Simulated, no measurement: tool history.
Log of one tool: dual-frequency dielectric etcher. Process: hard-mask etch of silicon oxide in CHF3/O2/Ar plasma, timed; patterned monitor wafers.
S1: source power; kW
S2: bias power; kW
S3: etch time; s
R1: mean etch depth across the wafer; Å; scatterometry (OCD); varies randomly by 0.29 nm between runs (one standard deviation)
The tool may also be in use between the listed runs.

{"run": 1, "hour": 0.0, "S1": 0.9, "S2": 0.206, "S3": 19.5, "R1": 480.54}
{"run": 2, "hour": 7.6, "S1": 0.85, "S2": 0.203, "S3": 19.5, "R1": 471.82}
{"run": 3, "hour": 15.0, "S1": 0.85, "S2": 0.236, "S3": 19.5, "R1": 490.1}
{"run": 4, "hour": 15.6, "S1": 0.79, "S2": 0.231, "S3": 19.5, "R1": 481.88}
{"run": 5, "hour": 17.6, "S1": 0.74, "S2": 0.221, "S3": 19.5, "R1": 463.73}
{"run": 6, "hour": 23.9, "S1": 0.71, "S2": 0.218, "S3": 19.5, "R1": 454.06}
{"run": 7, "hour": 29.0, "S1": 0.69, "S2": 0.216, "S3": 19.5, "R1": 447.31}

Expected results for the next run?
{"run": 8, "hour": 37.1, "S1": 0.68, "S2": 0.215, "S3": 19.5, "R1": "?"}

{"run 8": {"R1": 447.34}}
